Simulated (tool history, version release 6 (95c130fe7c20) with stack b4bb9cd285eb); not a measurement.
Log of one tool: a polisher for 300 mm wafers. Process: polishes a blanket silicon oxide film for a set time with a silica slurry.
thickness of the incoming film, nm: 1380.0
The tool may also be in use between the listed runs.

| run | hour | flow of slurry (ml/min) | pressure of the wafer on the pad (kPa) | speed of the pad under the wafer (m/s) | abrasive content of the slurry | polishing time (s) | film removed (angstrom) |
|---|---|---|---|---|---|---|---|
| 1 | 0.0 | 225 | 20.0 | 1.26 | 1.00 | 111 | 2397.9 |
| 2 | 1.8 | 225 | 21.4 | 1.26 | 1.00 | 111 | 2611.4 |
| 3 | 7.7 | 205 | 21.4 | 1.26 | 1.00 | 111 | 2514.6 |
| 4 | 10.9 | 205 | 21.4 | 1.26 | 0.85 | 111 | 2295.4 |
| 5 | 17.1 | 205 | 17.9 | 1.26 | 0.85 | 111 | 1917.3 |
| 6 | 24.6 | 205 | 15.9 | 1.26 | 0.85 | 111 | 1705.8 |
| 7 | 31.0 | 215 | 21.4 | 1.30 | 0.85 | 111 | 2362.7 |
| 8 | 31.7 | 225 | 22.1 | 1.30 | 0.85 | 111 | 2444.4 |

Run 9 has not been measured yet. What should we expect?
| 9 | 35.7 | 225 | 23.4 | 1.30 | 0.85 | 111 | ? |

film removed (angstrom): 2614.1
